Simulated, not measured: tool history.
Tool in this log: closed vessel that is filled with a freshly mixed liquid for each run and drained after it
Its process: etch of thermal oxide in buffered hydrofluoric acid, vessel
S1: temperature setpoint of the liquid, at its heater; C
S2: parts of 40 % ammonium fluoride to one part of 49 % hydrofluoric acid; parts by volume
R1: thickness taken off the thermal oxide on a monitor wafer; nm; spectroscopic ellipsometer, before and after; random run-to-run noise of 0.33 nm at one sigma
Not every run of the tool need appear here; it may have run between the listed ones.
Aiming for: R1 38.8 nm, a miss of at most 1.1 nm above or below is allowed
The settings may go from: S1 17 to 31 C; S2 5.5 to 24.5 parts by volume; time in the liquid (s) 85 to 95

Run 1, hour 0: S1 23 C, S2 15 parts by volume, time in the liquid (s) 85. Result: R1 64.392 nm.
Run 2, hour 4: S1 23 C, S2 15 parts by volume, time in the liquid (s) 95. Result: R1 71.378 nm.
Run 3, hour 9.2: S1 23 C, S2 18.5 parts by volume, time in the liquid (s) 95. Result: R1 59.003 nm.
Run 4, hour 10.4: S1 22.5 C, S2 18.5 parts by volume, time in the liquid (s) 95. Result: R1 57.589 nm.
Run 5, hour 14: S1 22.5 C, S2 18.5 parts by volume, time in the liquid (s) 85. Result: R1 51.718 nm.
Run 6, hour 21.5: S1 22 C, S2 18.5 parts by volume, time in the liquid (s) 85. Result: R1 49.473 nm.
Run 7, hour 25.1: S1 21.5 C, S2 18.5 parts by volume, time in the liquid (s) 85. Result: R1 48.895 nm.
Run 8, hour 26.7: S1 21 C, S2 18.5 parts by volume, time in the liquid (s) 85. Result: R1 47.761 nm.
Run 9, hour 29.6: S1 20.5 C, S2 18.5 parts by volume, time in the liquid (s) 85. Result: R1 45.363 nm.

5 candidate next runs follow, results not yet known. Just one meets every target within its allowed miss. Identify it.
Run A, hour 32.5: S1 19.5 C, S2 21 parts by volume, time in the liquid (s) 90. Result: R1 ?.
Run B, hour 32.5: S1 18 C, S2 19 parts by volume, time in the liquid (s) 85. Result: R1 ?.
Run C, hour 32.5: S1 17 C, S2 16.5 parts by volume, time in the liquid (s) 85. Result: R1 ?.
Run D, hour 32.5: S1 21.5 C, S2 24 parts by volume, time in the liquid (s) 90. Result: R1 ?.
Run E, hour 32.5: S1 20 C, S2 24.5 parts by volume, time in the liquid (s) 85. Result: R1 ?.

move      R1
   A  41.303
   B  38.987
   C  42.331
   D  42.134
   E  36.071
A: an improvement on the last run, though not all results are within tolerance
B: meets every target
C: an improvement on the last run, though not all results are within tolerance
D: an improvement on the last run, though not all results are within tolerance
E: carries the result that was furthest off beyond its target, to the other side
B is the move that brings every result within its allowed miss.
